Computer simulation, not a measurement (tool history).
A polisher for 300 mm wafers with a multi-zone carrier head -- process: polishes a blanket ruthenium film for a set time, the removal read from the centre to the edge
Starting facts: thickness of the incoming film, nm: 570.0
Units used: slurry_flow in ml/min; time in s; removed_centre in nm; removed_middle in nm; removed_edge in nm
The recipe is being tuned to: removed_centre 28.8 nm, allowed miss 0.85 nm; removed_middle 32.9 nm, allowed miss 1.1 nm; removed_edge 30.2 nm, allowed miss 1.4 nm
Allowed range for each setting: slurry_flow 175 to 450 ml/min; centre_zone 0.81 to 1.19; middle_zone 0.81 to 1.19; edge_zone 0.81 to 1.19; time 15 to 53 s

run,day,slurry_flow,centre_zone,middle_zone,edge_zone,time,removed_centre,removed_middle,removed_edge
1,0,290,1,1,1,34,43.003,41.537,41.188
2,0.296,285,0.95,1,0.96,32,38.401,38.718,37.695
3,0.35,275,0.91,1,0.93,31,34.926,37.364,36.307
4,0.604,275,0.97,1,0.93,31,37.525,37.624,35.4
5,0.746,275,1.06,1,0.93,31,41.589,37.762,36.554
6,0.804,270,0.99,1,0.9,30,36.705,36.431,34.248
7,1.096,265,0.95,0.99,0.88,29,34.074,34.745,32.555
8,1.462,255,0.92,0.99,0.86,29,32.917,34.402,32.403
9,1.525,255,0.9,0.99,0.85,29,32.535,35.371,31.292
10,1.792,225,0.81,0.91,0.91,28,28.019,31.146,31.111
11,1.933,230,0.82,0.93,0.89,28,28.207,30.883,31.129

Consider the 5 candidate settings below. Which is the only one whose results all fall within their allowed miss of target?
A,2.075,210,0.85,0.9,0.87,30,?,?,?
B,2.075,180,0.88,1.07,0.81,29,?,?,?
C,2.075,270,0.81,0.98,0.85,30,?,?,?
D,2.075,270,0.83,0.97,0.81,28,?,?,?
E,2.075,175,0.81,1.01,1.01,28,?,?,?

move,removed_centre,removed_middle,removed_edge
A,30.711,32.261,32.635
B,30.043,35.298,30.006
C,30.247,35.687,32.988
D,28.932,33.02,30.146
E,26.54,32.315,31.992
A: brings the last run's worst result on target, with another outside its allowed miss
B: takes the result that was furthest off past its target
C: takes the result that was furthest off past its target
D: in spec on every target
E: brings the last run's worst result on target, with another outside its allowed miss
Answer: D
